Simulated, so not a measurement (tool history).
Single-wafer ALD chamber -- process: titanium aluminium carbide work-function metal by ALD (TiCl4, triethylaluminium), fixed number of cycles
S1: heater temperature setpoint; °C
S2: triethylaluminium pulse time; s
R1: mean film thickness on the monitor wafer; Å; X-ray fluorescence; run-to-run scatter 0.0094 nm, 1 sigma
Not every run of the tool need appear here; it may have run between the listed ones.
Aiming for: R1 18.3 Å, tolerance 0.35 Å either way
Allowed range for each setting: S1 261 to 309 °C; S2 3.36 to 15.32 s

run 1 hour=0 | S1=285 S2=9.34 | R1=19.751
run 2 hour=9 | S1=282 S2=9.1 | R1=19.606
run 3 hour=15 | S1=282 S2=10.38 | R1=19.918
run 4 hour=16.1 | S1=276 S2=10.38 | R1=19.11
run 5 hour=17.1 | S1=276 S2=12.71 | R1=19.528
run 6 hour=19.8 | S1=274 S2=12.54 | R1=19.304
run 7 hour=20.4 | S1=272 S2=12.4 | R1=19.097
run 8 hour=21.7 | S1=271 S2=12.28 | R1=18.968
run 9 hour=29.4 | S1=270 S2=12.18 | R1=18.907

Below are 5 possible settings for the next run. Only one of them brings all results inside the allowed miss of their targets. Which is it?
run A hour=37.1 | S1=272 S2=12.67 | R1=?
run B hour=37.1 | S1=272 S2=12.57 | R1=?
run C hour=37.1 | S1=273 S2=11.48 | R1=?
run D hour=37.1 | S1=274 S2=12.07 | R1=?
run E hour=37.1 | S1=264 S2=13.12 | R1=?

move=A R1=19.08
move=B R1=19.072
move=C R1=19.062
move=D R1=19.236
move=E R1=18.274
A: moves away from the targets compared with the last run
B: moves away from the targets compared with the last run
C: moves away from the targets compared with the last run
D: moves away from the targets compared with the last run
E: each result inside its tolerance
E meets every target.
